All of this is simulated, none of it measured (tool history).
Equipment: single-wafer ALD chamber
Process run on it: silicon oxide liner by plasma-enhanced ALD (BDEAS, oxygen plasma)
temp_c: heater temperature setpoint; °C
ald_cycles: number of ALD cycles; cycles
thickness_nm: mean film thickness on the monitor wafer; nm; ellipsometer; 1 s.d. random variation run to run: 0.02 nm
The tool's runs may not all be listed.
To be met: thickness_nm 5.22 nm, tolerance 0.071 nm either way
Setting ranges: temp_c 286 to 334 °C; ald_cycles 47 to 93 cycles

run 1 hour=0 | temp_c=310 ald_cycles=70 | thickness_nm=6.5288
run 2 hour=2.1 | temp_c=311 ald_cycles=67 | thickness_nm=6.2537
run 3 hour=5.5 | temp_c=303 ald_cycles=67 | thickness_nm=6.3228
run 4 hour=7.6 | temp_c=304 ald_cycles=65 | thickness_nm=6.0939
run 5 hour=12.8 | temp_c=305 ald_cycles=63 | thickness_nm=5.9236
run 6 hour=15 | temp_c=305 ald_cycles=71 | thickness_nm=6.6628
run 7 hour=18.5 | temp_c=306 ald_cycles=68 | thickness_nm=6.3689
run 8 hour=27.4 | temp_c=307 ald_cycles=65 | thickness_nm=6.0679
run 9 hour=28.6 | temp_c=308 ald_cycles=63 | thickness_nm=5.8714
run 10 hour=30.4 | temp_c=309 ald_cycles=62 | thickness_nm=5.7768
run 11 hour=34.1 | temp_c=310 ald_cycles=61 | thickness_nm=5.677

Which one of the following 5 next-run settings gets every result inside its allowed miss? There is exactly one.
run A hour=37.8 | temp_c=306 ald_cycles=66 | thickness_nm=?
run B hour=37.8 | temp_c=299 ald_cycles=64 | thickness_nm=?
run C hour=37.8 | temp_c=311 ald_cycles=66 | thickness_nm=?
run D hour=37.8 | temp_c=319 ald_cycles=59 | thickness_nm=?
run E hour=37.8 | temp_c=307 ald_cycles=56 | thickness_nm=?

move=A thickness_nm=6.2242
move=B thickness_nm=6.0903
move=C thickness_nm=6.1842
move=D thickness_nm=5.4711
move=E thickness_nm=5.2744
A: further off than the last run
B: further off than the last run
C: further off than the last run
D: better than the last run, though not everything is in spec
E: hits every target within its allowed miss
E meets every target.
